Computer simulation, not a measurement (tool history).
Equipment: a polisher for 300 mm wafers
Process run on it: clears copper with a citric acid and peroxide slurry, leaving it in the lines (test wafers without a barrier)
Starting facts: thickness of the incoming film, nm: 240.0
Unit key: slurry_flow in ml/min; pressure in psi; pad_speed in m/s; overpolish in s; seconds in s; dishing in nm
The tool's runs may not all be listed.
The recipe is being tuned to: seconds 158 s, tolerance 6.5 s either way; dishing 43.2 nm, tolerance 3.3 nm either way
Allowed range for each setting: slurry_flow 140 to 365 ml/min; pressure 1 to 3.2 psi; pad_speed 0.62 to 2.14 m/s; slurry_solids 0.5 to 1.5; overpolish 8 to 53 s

{"run": 1, "day": 0.0, "slurry_flow": 235, "pressure": 2.1, "pad_speed": 1.38, "slurry_solids": 1, "overpolish": 27, "seconds": 118.17, "dishing": 40.116}
{"run": 2, "day": 0.183, "slurry_flow": 235, "pressure": 2, "pad_speed": 1.38, "slurry_solids": 1, "overpolish": 29, "seconds": 122.23, "dishing": 39.353}
{"run": 3, "day": 0.258, "slurry_flow": 235, "pressure": 1.9, "pad_speed": 1.36, "slurry_solids": 1, "overpolish": 32, "seconds": 129.57, "dishing": 42.123}
{"run": 4, "day": 0.596, "slurry_flow": 235, "pressure": 1.8, "pad_speed": 1.36, "slurry_solids": 1, "overpolish": 33, "seconds": 141.15, "dishing": 39.739}
{"run": 5, "day": 0.671, "slurry_flow": 235, "pressure": 1.8, "pad_speed": 1.36, "slurry_solids": 1, "overpolish": 34, "seconds": 137.86, "dishing": 40.663}
{"run": 6, "day": 0.888, "slurry_flow": 235, "pressure": 1.8, "pad_speed": 1.16, "slurry_solids": 1, "overpolish": 34, "seconds": 158.13, "dishing": 36.676}
{"run": 7, "day": 1.0, "slurry_flow": 235, "pressure": 1.8, "pad_speed": 1.16, "slurry_solids": 1, "overpolish": 35, "seconds": 152.71, "dishing": 38.362}
{"run": 8, "day": 1.079, "slurry_flow": 235, "pressure": 1.8, "pad_speed": 1.16, "slurry_solids": 1, "overpolish": 36, "seconds": 156.15, "dishing": 38.084}
{"run": 9, "day": 1.221, "slurry_flow": 235, "pressure": 1.8, "pad_speed": 1.16, "slurry_solids": 1, "overpolish": 37, "seconds": 158.65, "dishing": 39.579}

Exactly one of the 5 candidate moves below puts every result within its allowed miss. Which one?
{"run": "A", "day": 1.362, "slurry_flow": 220, "pressure": 2, "pad_speed": 1.04, "slurry_solids": 0.95, "overpolish": 32, "seconds": "?", "dishing": "?"}
{"run": "B", "day": 1.362, "slurry_flow": 230, "pressure": 1.7, "pad_speed": 1.08, "slurry_solids": 1.2, "overpolish": 38, "seconds": "?", "dishing": "?"}
{"run": "C", "day": 1.362, "slurry_flow": 205, "pressure": 1.9, "pad_speed": 1.08, "slurry_solids": 0.85, "overpolish": 36, "seconds": "?", "dishing": "?"}
{"run": "D", "day": 1.362, "slurry_flow": 175, "pressure": 1.8, "pad_speed": 1.22, "slurry_solids": 0.95, "overpolish": 42, "seconds": "?", "dishing": "?"}
{"run": "E", "day": 1.362, "slurry_flow": 270, "pressure": 2, "pad_speed": 0.94, "slurry_solids": 1.2, "overpolish": 33, "seconds": "?", "dishing": "?"}

move=A seconds=155.07 dishing=36.381
move=B seconds=165.26 dishing=39.271
move=C seconds=163.84 dishing=38.185
move=D seconds=154.75 dishing=45.038
move=E seconds=155.12 dishing=37.335
A: misses by more than the last run did
B: misses by more than the last run did
C: misses by more than the last run did
D: meets every target
E: misses by more than the last run did
The right move is D.
